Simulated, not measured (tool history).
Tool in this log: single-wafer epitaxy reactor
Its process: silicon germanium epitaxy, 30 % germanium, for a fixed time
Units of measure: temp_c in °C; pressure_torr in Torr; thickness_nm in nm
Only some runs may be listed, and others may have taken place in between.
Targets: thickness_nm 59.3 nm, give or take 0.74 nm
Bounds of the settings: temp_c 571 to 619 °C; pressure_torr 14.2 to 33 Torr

run	day	temp_c	pressure_torr	thickness_nm
1	0	595	23.6	52.951
2	0.262	587	23.6	46.297
3	0.508	587	25.8	48.279
4	0.6	583	25.8	44.929
5	0.767	577	25.8	40.692
6	1.112	583	25.8	44.961
7	1.175	588	25.9	48.687
8	1.546	592	25.9	52.463

5 candidate next runs follow, results not yet known. Just one meets every target within its allowed miss. Identify it.
A	1.917	585	22.5	?
B	1.917	596	26.2	?
C	1.917	589	24	?
D	1.917	583	24.4	?
E	1.917	602	24	?

move	thickness_nm
A	44.09
B	56.078
C	48.316
D	44.032
E	59.677
A: the biggest miss grows against the last run
B: better than the last run, though not everything is in spec
C: the biggest miss grows against the last run
D: the biggest miss grows against the last run
E: each result inside its tolerance
So the answer is move E, the one that meets all the targets.
